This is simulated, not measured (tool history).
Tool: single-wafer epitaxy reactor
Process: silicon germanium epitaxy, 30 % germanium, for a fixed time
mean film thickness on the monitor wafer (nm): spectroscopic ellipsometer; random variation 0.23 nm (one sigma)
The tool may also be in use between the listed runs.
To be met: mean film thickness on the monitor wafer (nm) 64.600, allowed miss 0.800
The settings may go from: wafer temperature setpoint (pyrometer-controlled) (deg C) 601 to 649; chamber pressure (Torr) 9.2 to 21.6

run	hour	wafer temperature setpoint (pyrometer-controlled) (deg C)	chamber pressure (Torr)	mean film thickness on the monitor wafer (nm)
1	0.0	625	15.4	87.724
2	0.6	625	17.5	93.971
3	3.0	618	17.5	81.702
4	6.8	622	17.5	88.535
5	7.5	629	17.5	101.470
6	14.2	623	17.5	90.342
7	18.4	623	17.5	90.476
8	24.6	617	17.5	80.500
9	31.5	617	17.5	80.417
10	35.8	613	17.5	73.938
11	44.0	611	17.5	71.047
12	46.2	609	17.5	68.353
13	47.8	608	17.5	66.943

5 next moves are on the table. One of them brings every result within its allowed miss. Which?
A	49.4	608	16.6	?
B	49.4	608	17.1	?
C	49.4	608	18.5	?
D	49.4	610	16.0	?
E	49.4	605	17.2	?

move	mean film thickness on the monitor wafer (nm)
A	64.730
B	65.778
C	68.589
D	66.092
E	62.024
A: meets every target
B: nearer than the last run, and not there yet
C: further off than the last run
D: nearer than the last run, and not there yet
E: takes the result that was furthest off past its target
The right move is A.
